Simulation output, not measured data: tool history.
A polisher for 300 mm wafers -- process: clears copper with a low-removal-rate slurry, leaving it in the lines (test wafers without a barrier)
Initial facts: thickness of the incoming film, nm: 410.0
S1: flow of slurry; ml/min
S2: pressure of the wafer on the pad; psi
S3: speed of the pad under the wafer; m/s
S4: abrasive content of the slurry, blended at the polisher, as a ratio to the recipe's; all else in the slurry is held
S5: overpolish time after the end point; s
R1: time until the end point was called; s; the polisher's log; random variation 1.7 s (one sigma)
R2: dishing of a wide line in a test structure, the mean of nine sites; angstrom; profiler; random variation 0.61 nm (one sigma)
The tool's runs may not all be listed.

| run | hour | S1 | S2 | S3 | S4 | S5 | R1 | R2 |
|---|---|---|---|---|---|---|---|---|
| 1 | 0.0 | 285 | 4.0 | 1.34 | 1.00 | 18 | 73.053 | 526.91 |
| 2 | 4.6 | 285 | 4.0 | 1.34 | 0.90 | 18 | 75.896 | 540.23 |
| 3 | 10.0 | 315 | 4.0 | 1.34 | 0.90 | 18 | 75.626 | 525.20 |
| 4 | 18.9 | 315 | 3.9 | 1.34 | 0.95 | 16 | 77.146 | 464.30 |
| 5 | 20.4 | 315 | 3.8 | 1.34 | 1.00 | 15 | 76.470 | 467.61 |
| 6 | 22.6 | 315 | 3.7 | 1.34 | 1.00 | 14 | 79.928 | 415.18 |
| 7 | 24.7 | 315 | 3.6 | 1.34 | 1.00 | 13 | 80.232 | 409.89 |

Predict the results of run 8:
| 8 | 27.8 | 315 | 3.3 | 1.32 | 1.00 | 8 | ? | ? |

R1: 86.118 s
R2: 255.37 angstrom

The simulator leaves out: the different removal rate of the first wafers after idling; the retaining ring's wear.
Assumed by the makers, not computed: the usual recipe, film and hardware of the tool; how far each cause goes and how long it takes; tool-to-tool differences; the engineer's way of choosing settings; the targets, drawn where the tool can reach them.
